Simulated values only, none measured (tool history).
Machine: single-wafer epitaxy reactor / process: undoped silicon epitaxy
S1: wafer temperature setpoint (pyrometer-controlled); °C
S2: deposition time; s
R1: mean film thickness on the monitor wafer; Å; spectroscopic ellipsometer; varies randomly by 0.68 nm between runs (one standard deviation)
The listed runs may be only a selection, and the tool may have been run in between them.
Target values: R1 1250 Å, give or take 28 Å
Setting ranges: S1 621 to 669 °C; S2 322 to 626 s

run	hour	S1	S2	R1
1	0	645	474	748.86
2	1.7	645	510	802.52
3	6.6	648	511	858.96
4	13.4	644	511	796.75
5	19.1	638	511	707.73
6	20.9	638	575	789
7	28.2	641	576	835.92
8	31.8	644	577	897.9
9	40.8	646	578	928.6
10	44.3	648	579	967.1

Which one of the following 4 next-run settings gets every result inside its allowed miss? There is exactly one.
A	47.8	658	597	?
B	47.8	657	626	?
C	47.8	657	593	?
D	47.8	653	598	?

move	R1
A	1208.2
B	1243.1
C	1177.6
D	1100.5
A: better than the last run, though not everything is in spec
B: meets every target
C: better than the last run, though not everything is in spec
D: better than the last run, though not everything is in spec
Move B is the one to make.

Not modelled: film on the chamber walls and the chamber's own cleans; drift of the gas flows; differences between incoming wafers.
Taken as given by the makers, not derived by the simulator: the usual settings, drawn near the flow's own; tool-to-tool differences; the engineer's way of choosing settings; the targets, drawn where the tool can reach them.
